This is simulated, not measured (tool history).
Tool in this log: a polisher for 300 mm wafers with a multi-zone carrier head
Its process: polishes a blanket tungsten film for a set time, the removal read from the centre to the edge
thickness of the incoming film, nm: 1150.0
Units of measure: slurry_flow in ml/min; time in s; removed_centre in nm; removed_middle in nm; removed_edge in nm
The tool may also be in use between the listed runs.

Run 1, day 0.000: slurry_flow 260 ml/min, centre_zone 1.00, middle_zone 1.00, edge_zone 1.00, slurry_solids 1.00, time 62 s. Result: removed_centre 325.83 nm, removed_middle 327.50 nm, removed_edge 323.44 nm.
Run 2, day 0.125: slurry_flow 255 ml/min, centre_zone 0.97, middle_zone 0.95, edge_zone 0.96, slurry_solids 0.85, time 61 s. Result: removed_centre 302.01 nm, removed_middle 300.73 nm, removed_edge 313.72 nm.
Run 3, day 0.408: slurry_flow 255 ml/min, centre_zone 0.97, middle_zone 0.95, edge_zone 0.96, slurry_solids 0.85, time 46 s. Result: removed_centre 225.76 nm, removed_middle 224.06 nm, removed_edge 241.02 nm.
Run 4, day 0.562: slurry_flow 255 ml/min, centre_zone 0.89, middle_zone 0.95, edge_zone 0.96, slurry_solids 0.85, time 46 s. Result: removed_centre 208.70 nm, removed_middle 224.18 nm, removed_edge 229.98 nm.
Run 5, day 0.938: slurry_flow 255 ml/min, centre_zone 0.89, middle_zone 0.95, edge_zone 0.96, slurry_solids 0.95, time 46 s. Result: removed_centre 210.12 nm, removed_middle 231.79 nm, removed_edge 241.66 nm.
Run 6, day 1.062: slurry_flow 255 ml/min, centre_zone 0.92, middle_zone 0.95, edge_zone 0.96, slurry_solids 0.95, time 46 s. Result: removed_centre 223.73 nm, removed_middle 232.58 nm, removed_edge 237.86 nm.
Run 7, day 1.275: slurry_flow 265 ml/min, centre_zone 0.93, middle_zone 0.94, edge_zone 0.99, slurry_solids 0.95, time 46 s. Result: removed_centre 228.56 nm, removed_middle 230.93 nm, removed_edge 245.04 nm.

Estimate the outcome of run 8 from the log above:
Run 8, day 1.304: slurry_flow 275 ml/min, centre_zone 0.93, middle_zone 0.94, edge_zone 1.00, slurry_solids 1.00, time 46 s. Result: removed_centre ?, removed_middle ?, removed_edge ?.

For run 8 the tool returned removed_centre 227.83 nm, removed_middle 238.05 nm, removed_edge 249.17 nm.
